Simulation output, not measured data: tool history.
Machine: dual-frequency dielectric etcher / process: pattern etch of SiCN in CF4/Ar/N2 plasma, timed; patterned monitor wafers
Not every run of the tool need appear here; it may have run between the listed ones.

run  hour  source power (W)  bias power (W)  Ar flow (sccm)  CF4 flow (sccm)  etch time (s)  mean etch depth across the wafer (nm)
  1   0.0               430              95             131               84          132.5                                 122.19
  2   8.3               420              95             131               84          132.5                                 119.34
  3  15.8               420              95             131               73          132.5                                 115.90
  4  18.0               420              95             131               60          132.5                                 112.76
  5  19.0               410              95             131               60          132.5                                 110.47
  6  27.5               410             102             131               60          132.5                                 113.41

Forecast run 7:
  7  35.6               400             102             131               60          132.5                                      ?

{"run 7": {"mean etch depth across the wafer (nm)": 109.96}}
